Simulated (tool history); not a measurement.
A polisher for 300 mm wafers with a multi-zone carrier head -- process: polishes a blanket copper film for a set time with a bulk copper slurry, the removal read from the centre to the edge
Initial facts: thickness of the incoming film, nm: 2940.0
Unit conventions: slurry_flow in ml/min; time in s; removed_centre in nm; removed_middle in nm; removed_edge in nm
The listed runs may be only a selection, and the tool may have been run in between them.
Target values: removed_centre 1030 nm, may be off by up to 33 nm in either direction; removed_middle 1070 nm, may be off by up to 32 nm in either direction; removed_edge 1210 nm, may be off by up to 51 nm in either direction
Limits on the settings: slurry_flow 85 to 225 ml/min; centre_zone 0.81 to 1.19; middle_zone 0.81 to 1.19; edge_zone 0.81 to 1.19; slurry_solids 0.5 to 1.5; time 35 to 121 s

run,hour,slurry_flow,centre_zone,middle_zone,edge_zone,slurry_solids,time,removed_centre,removed_middle,removed_edge
1,0,145,1,1,1,1,78,854.6,893.57,894.11
2,6,150,1,1,1.02,1.05,79,867.33,906.63,928.27
3,9.4,170,1,1,1.02,1.05,79,910.92,925.65,944.48
4,16.3,170,1,1,0.95,1.05,79,914.91,929.14,914.85
5,23.5,170,1,1,0.97,1.1,80,927.91,947.38,948.36
6,31.2,175,1,1,0.99,1.15,80,939.19,962.25,941.38
7,38.3,175,0.99,0.99,1.01,1.15,82,964.98,988.78,981.54
8,43,175,0.98,0.98,1.03,1.15,83,965.4,983.6,1032
9,43.7,180,0.97,0.98,1.04,1.15,83,957.84,996.5,1023.5
10,49.8,180,0.97,0.97,1.05,1.2,84,982,1001.5,1049.4

Below are 5 possible settings for the next run. Only one of them brings all results inside the allowed miss of their targets. Which is it?
A,55.9,155,0.95,0.83,1.14,1.4,91,?,?,?
B,55.9,155,0.88,0.87,1,1.35,98,?,?,?
C,55.9,180,0.85,0.95,1.19,1,96,?,?,?
D,55.9,145,0.96,0.81,1.16,1.1,99,?,?,?
E,55.9,225,1.05,1.15,0.87,1.25,72,?,?,?

move,removed_centre,removed_middle,removed_edge
A,1045.6,954.79,1229.8
B,1035.1,1061.6,1230.9
C,953.29,1084.9,1265.7
D,1079.1,957.54,1274.9
E,960.03,1032.6,869.71
A: the worst result of the last run now meets its target, but another is out of spec
B: all results land within tolerance of their targets
C: carries the result that was furthest off beyond its target, to the other side
D: carries the result that was furthest off beyond its target, to the other side
E: lands further from the targets than the last run did
Answer: B
